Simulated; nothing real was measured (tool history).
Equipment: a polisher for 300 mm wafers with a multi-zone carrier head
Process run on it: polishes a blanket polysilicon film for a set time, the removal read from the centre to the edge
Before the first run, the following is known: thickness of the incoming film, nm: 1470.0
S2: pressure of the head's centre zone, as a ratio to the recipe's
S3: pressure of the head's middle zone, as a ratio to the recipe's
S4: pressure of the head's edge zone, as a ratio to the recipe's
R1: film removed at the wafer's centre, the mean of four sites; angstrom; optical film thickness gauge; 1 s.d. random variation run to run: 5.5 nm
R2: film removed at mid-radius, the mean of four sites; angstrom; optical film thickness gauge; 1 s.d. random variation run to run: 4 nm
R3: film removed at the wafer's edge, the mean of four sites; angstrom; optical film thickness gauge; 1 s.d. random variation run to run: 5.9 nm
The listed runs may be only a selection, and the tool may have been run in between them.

{"run": 1, "hour": 0.0, "flow of slurry (ml/min)": 125, "S2": 1, "S3": 1, "S4": 1, "polishing time (s)": 62, "R1": 4126, "R2": 3953.4, "R3": 4069.5}
{"run": 2, "hour": 4.3, "flow of slurry (ml/min)": 130, "S2": 0.98, "S3": 1, "S4": 1.03, "polishing time (s)": 64, "R1": 4147.4, "R2": 4167.1, "R3": 4352.5}
{"run": 3, "hour": 13.1, "flow of slurry (ml/min)": 130, "S2": 0.98, "S3": 1, "S4": 1.03, "polishing time (s)": 50, "R1": 3261.2, "R2": 3210.9, "R3": 3369.6}
{"run": 4, "hour": 15.2, "flow of slurry (ml/min)": 130, "S2": 0.98, "S3": 1, "S4": 0.95, "polishing time (s)": 50, "R1": 3260.5, "R2": 3271.9, "R3": 3337.7}
{"run": 5, "hour": 17.1, "flow of slurry (ml/min)": 130, "S2": 0.98, "S3": 0.97, "S4": 0.95, "polishing time (s)": 50, "R1": 3261.1, "R2": 3192.1, "R3": 3286.7}
{"run": 6, "hour": 17.9, "flow of slurry (ml/min)": 135, "S2": 0.96, "S3": 0.97, "S4": 0.99, "polishing time (s)": 54, "R1": 3489.1, "R2": 3462.8, "R3": 3669.1}
{"run": 7, "hour": 24.7, "flow of slurry (ml/min)": 145, "S2": 0.94, "S3": 0.96, "S4": 1.01, "polishing time (s)": 57, "R1": 3622.1, "R2": 3670.3, "R3": 3900.3}

The next listed run, before its measurement:
{"run": 8, "hour": 28.0, "flow of slurry (ml/min)": 115, "S2": 0.9, "S3": 0.96, "S4": 1.11, "polishing time (s)": 75, "R1": "?", "R2": "?", "R3": "?"}

R1: 4378.2 angstrom
R2: 4581.4 angstrom
R3: 5207.1 angstrom
